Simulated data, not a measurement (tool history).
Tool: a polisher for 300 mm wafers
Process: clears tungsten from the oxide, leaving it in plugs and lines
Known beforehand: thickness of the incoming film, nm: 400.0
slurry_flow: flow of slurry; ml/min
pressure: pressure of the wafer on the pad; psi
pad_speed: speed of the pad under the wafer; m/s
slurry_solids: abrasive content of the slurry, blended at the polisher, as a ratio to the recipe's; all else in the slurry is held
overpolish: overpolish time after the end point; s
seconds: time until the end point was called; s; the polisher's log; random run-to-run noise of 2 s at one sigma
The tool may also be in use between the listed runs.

{"run": 1, "hour": 0.0, "slurry_flow": 170, "pressure": 2.4, "pad_speed": 1.0, "slurry_solids": 1.0, "overpolish": 13, "seconds": 157.71}
{"run": 2, "hour": 1.6, "slurry_flow": 170, "pressure": 2.4, "pad_speed": 1.0, "slurry_solids": 0.9, "overpolish": 13, "seconds": 163.01}
{"run": 3, "hour": 5.9, "slurry_flow": 170, "pressure": 2.4, "pad_speed": 1.12, "slurry_solids": 0.9, "overpolish": 13, "seconds": 149.15}
{"run": 4, "hour": 10.4, "slurry_flow": 170, "pressure": 2.4, "pad_speed": 1.38, "slurry_solids": 0.9, "overpolish": 13, "seconds": 118.06}
{"run": 5, "hour": 18.1, "slurry_flow": 170, "pressure": 2.4, "pad_speed": 1.38, "slurry_solids": 0.9, "overpolish": 10, "seconds": 119.46}
{"run": 6, "hour": 26.0, "slurry_flow": 170, "pressure": 2.4, "pad_speed": 1.38, "slurry_solids": 1.1, "overpolish": 10, "seconds": 109.42}
{"run": 7, "hour": 28.7, "slurry_flow": 165, "pressure": 2.0, "pad_speed": 1.34, "slurry_solids": 1.1, "overpolish": 10, "seconds": 135.83}
{"run": 8, "hour": 31.8, "slurry_flow": 145, "pressure": 1.4, "pad_speed": 1.22, "slurry_solids": 1.1, "overpolish": 10, "seconds": 212.26}

Expected results for the next run?
{"run": 9, "hour": 37.9, "slurry_flow": 125, "pressure": 1.3, "pad_speed": 1.22, "slurry_solids": 1.1, "overpolish": 10, "seconds": "?"}

{"run 9": {"seconds": 235.86}}
